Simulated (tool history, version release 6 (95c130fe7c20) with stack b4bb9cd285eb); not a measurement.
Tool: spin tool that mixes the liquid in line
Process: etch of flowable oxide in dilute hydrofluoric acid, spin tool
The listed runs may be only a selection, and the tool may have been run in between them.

run    day  temperature setpoint of the liquid (°C)  parts of water to one part of 49 % hydrofluoric acid (parts by volume)  time under the liquid (s)  thickness taken off the flowable oxide on a monitor wafer (angstrom)
  1  0.000                                     24.0                                                                      75                        220                                                                592.74
  2  0.183                                     24.0                                                                      75                        235                                                                629.81
  3  0.396                                     24.0                                                                      65                        235                                                                738.21
  4  0.479                                     22.5                                                                      65                        235                                                                689.24
  5  0.846                                     21.5                                                                      65                        235                                                                663.48
  6  1.054                                     23.0                                                                      65                        235                                                                707.43
  7  1.421                                     22.0                                                                      70                        235                                                                627.82
  8  1.538                                     21.5                                                                      70                        235                                                                612.19

For run 9, what comes out?
  9  1.746                                     21.0                                                                      70                        235                                                                     ?

{"run 9": {"thickness taken off the flowable oxide on a monitor wafer (angstrom)": 601.23}}
